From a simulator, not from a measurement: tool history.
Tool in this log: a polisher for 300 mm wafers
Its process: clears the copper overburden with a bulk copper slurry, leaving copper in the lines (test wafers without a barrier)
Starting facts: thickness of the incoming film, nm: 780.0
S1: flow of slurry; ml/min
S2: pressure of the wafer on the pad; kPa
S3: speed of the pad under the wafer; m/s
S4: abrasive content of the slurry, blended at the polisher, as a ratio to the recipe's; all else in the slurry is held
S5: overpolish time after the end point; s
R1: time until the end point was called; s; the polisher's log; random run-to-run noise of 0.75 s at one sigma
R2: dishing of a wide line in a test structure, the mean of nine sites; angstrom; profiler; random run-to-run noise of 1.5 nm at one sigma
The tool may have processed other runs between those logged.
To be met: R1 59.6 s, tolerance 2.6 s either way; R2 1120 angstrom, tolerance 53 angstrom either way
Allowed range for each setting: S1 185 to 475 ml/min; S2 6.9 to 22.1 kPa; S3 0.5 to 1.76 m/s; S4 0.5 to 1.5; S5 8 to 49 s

run  hour   S1    S2    S3  S4  S5      R1      R2
  1     0  305  14.5  1.12   1  25  96.228  858.45
  2   6.7  305  15.9  1.12   1  24  90.492  876.82
  3  13.2  305  17.2  1.14   1  24  83.936  933.63
  4  17.6  305  17.9  1.16   1  24  78.732  969.43
  5  20.2  305  18.6  1.18   1  24  74.288  998.21
  6  23.4  305  19.3  1.18   1  24  74.305  1029.3
  7    31  305    20   1.2   1  23  70.044  1042.1
  8    33  305  20.7  1.22   1  23  66.471  1061.8
  9  37.8  305  21.4  1.26   1  23  62.863  1099.9

Exercise: of the 5 proposed moves below, exactly one satisfies all targets within the stated allowed misses. Which move is it?
  A  42.6  295  21.4  1.14   0.9  27   ?   ?
  B  42.6  325  17.2  1.34   1.1  35   ?   ?
  C  42.6  245  22.1  1.44   0.5  22   ?   ?
  D  42.6  230  22.1  1.34  0.95  23   ?   ?
  E  42.6  420  20.7  1.26  0.75  25   ?   ?

move      R1      R2
   A  71.192  1104.4
   B   68.85  1117.3
   C  64.268  1073.9
   D  60.228  1115.8
   E  67.191  1088.4
A: lands further from the targets than the last run did
B: lands further from the targets than the last run did
C: lands further from the targets than the last run did
D: every result within its allowed miss
E: lands further from the targets than the last run did
Move D is the one to make.

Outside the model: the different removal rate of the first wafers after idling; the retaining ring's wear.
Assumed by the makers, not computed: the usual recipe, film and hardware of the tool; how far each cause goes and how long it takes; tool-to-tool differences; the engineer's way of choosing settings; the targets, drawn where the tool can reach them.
